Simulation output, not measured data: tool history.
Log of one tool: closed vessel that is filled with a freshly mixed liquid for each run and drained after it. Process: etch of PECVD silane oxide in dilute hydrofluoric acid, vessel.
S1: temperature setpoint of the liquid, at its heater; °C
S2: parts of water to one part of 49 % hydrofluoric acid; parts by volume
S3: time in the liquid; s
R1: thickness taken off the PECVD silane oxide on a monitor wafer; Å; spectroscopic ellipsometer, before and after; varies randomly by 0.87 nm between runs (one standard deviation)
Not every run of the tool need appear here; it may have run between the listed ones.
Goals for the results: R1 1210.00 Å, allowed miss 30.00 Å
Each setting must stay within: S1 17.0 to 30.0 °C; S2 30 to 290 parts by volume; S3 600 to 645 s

Run 1, hour 0.0: S1 22.0 °C, S2 160 parts by volume, S3 600 s. Result: R1 561.32 Å.
Run 2, hour 6.8: S1 20.5 °C, S2 160 parts by volume, S3 600 s. Result: R1 524.92 Å.
Run 3, hour 15.3: S1 21.5 °C, S2 150 parts by volume, S3 600 s. Result: R1 590.53 Å.
Run 4, hour 19.3: S1 20.0 °C, S2 150 parts by volume, S3 600 s. Result: R1 563.10 Å.
Run 5, hour 23.7: S1 20.0 °C, S2 150 parts by volume, S3 600 s. Result: R1 556.37 Å.
Run 6, hour 29.5: S1 21.0 °C, S2 145 parts by volume, S3 600 s. Result: R1 610.51 Å.
Run 7, hour 38.2: S1 22.0 °C, S2 140 parts by volume, S3 600 s. Result: R1 659.86 Å.
Run 8, hour 47.0: S1 22.0 °C, S2 140 parts by volume, S3 600 s. Result: R1 659.08 Å.

Pick the move, out of 4, that brings all results within their allowed miss; only one does.
Run A, hour 55.8: S1 18.5 °C, S2 100 parts by volume, S3 625 s. Result: R1 ?.
Run B, hour 55.8: S1 26.0 °C, S2 100 parts by volume, S3 645 s. Result: R1 ?.
Run C, hour 55.8: S1 26.5 °C, S2 110 parts by volume, S3 645 s. Result: R1 ?.
Run D, hour 55.8: S1 17.0 °C, S2 80 parts by volume, S3 645 s. Result: R1 ?.

move       R1
   A   851.81
   B  1188.90
   C  1087.80
   D  1053.90
A: gains on the last run, yet a result remains outside its allowed miss
B: each result inside its tolerance
C: gains on the last run, yet a result remains outside its allowed miss
D: gains on the last run, yet a result remains outside its allowed miss
Move B is the one to make.
